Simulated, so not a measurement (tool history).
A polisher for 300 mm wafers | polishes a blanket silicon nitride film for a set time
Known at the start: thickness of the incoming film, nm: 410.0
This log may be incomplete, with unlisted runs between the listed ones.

run,hour,flow of slurry (ml/min),pressure of the wafer on the pad (kPa),speed of the pad under the wafer (cm/s),polishing time (s),film removed (nm)
1,0.0,305,18.6,86,78,81.227
2,4.9,305,17.9,86,78,79.424
3,5.7,305,17.9,86,78,79.280
4,14.3,370,17.9,86,78,80.220
5,20.1,370,17.9,100,78,89.991
6,22.2,370,20.0,100,78,98.282
7,30.7,370,17.9,100,78,88.619
8,38.1,370,16.5,100,78,83.445

Estimate the outcome of run 9 from the log above:
9,45.5,370,15.2,100,78,?

{"run 9": {"film removed (nm)": 78.215}}

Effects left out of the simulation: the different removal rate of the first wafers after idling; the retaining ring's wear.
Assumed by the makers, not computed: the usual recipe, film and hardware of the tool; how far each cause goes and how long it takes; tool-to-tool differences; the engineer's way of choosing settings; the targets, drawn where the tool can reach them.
